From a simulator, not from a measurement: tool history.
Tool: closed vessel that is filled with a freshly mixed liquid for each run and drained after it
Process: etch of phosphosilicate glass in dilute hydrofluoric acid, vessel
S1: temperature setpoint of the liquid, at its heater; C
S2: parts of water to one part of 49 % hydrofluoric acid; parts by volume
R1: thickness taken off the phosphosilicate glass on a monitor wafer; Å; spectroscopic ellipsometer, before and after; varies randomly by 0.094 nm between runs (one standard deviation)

run 1 day=0 | S1=26 S2=250 time_in_the_liquid_(s)=30 | R1=53.881
run 2 day=0.338 | S1=26 S2=170 time_in_the_liquid_(s)=30 | R1=88.559
run 3 day=0.529 | S1=27.5 S2=170 time_in_the_liquid_(s)=30 | R1=93.215
run 4 day=0.888 | S1=27.5 S2=220 time_in_the_liquid_(s)=30 | R1=67.598
run 5 day=1.096 | S1=27.5 S2=220 time_in_the_liquid_(s)=30 | R1=66.771
run 6 day=1.254 | S1=27.5 S2=185 time_in_the_liquid_(s)=30 | R1=83.938
run 7 day=1.354 | S1=29.5 S2=180 time_in_the_liquid_(s)=30 | R1=92.647
run 8 day=1.721 | S1=30.5 S2=180 time_in_the_liquid_(s)=30 | R1=95.486

Expected results for the next run?
run 9 day=1.883 | S1=31.5 S2=180 time_in_the_liquid_(s)=30 | R1=?

R1: 100.93 Å
